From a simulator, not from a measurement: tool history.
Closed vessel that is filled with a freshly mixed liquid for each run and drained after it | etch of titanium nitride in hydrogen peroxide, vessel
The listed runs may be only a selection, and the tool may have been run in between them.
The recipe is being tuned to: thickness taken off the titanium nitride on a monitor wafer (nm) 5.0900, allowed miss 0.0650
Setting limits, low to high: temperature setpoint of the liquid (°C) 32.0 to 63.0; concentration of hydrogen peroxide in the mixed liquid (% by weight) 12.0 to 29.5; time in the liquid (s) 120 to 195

run,hour,temperature setpoint of the liquid (°C),concentration of hydrogen peroxide in the mixed liquid (% by weight),time in the liquid (s),thickness taken off the titanium nitride on a monitor wafer (nm)
1,0.0,47.0,20.0,195,8.8399
2,1.0,47.0,24.0,195,9.2590
3,2.6,45.0,24.0,195,7.9536
4,7.2,45.0,24.0,120,4.9220
5,10.7,52.0,24.0,120,8.1919
6,12.0,49.5,24.0,120,6.8198
7,18.8,48.0,24.0,120,6.1393
8,24.2,47.0,24.0,120,5.7410
9,27.3,46.5,24.0,120,5.4789
10,29.0,46.0,24.0,120,5.2989

Of the 5 settings listed for the next run, only one would bring every result within its allowed miss of target. Which one?
A,30.7,42.0,24.5,160,?
B,30.7,45.5,28.0,120,?
C,30.7,45.5,23.0,125,?
D,30.7,43.5,24.0,135,?
E,30.7,44.5,19.5,135,?

move,thickness taken off the titanium nitride on a monitor wafer (nm)
A,5.2597
B,5.2826
C,5.2722
D,4.9486
E,5.1013
A: moves toward the targets from the last run without getting all of them in spec
B: moves toward the targets from the last run without getting all of them in spec
C: moves toward the targets from the last run without getting all of them in spec
D: moves the result that the last run missed by most past its target, out the other side
E: all results land within tolerance of their targets
The right move is E.
